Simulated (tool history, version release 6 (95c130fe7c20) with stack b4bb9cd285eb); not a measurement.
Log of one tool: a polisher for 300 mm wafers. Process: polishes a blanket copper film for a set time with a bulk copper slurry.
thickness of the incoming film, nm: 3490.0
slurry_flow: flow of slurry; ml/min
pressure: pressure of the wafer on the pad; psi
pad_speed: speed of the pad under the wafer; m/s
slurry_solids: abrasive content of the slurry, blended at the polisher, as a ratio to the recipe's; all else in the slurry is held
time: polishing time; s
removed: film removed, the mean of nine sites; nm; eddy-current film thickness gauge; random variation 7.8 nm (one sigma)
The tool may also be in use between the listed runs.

run	hour	slurry_flow	pressure	pad_speed	slurry_solids	time	removed
1	0	260	1.8	1.02	1	80	475.21
2	2.9	260	1.8	1.02	0.8	80	467.81
3	8.3	260	2.1	1.02	0.8	80	547.87
4	10.4	260	2.3	1.02	0.8	80	604.36
5	15.7	260	2.5	1.04	0.8	80	659.48
6	18.2	260	2.6	1.06	0.8	80	707.15
7	19.6	260	2.7	1.08	0.8	80	738.14
# hour 25: slurry blender recalibrated
8	25	260	2.7	1.1	0.8	80	778

Run 9 comes next. What will it give?
9	33.5	260	2.7	1.1	0.8	80	?

{"run 9": {"removed": 766.26}}
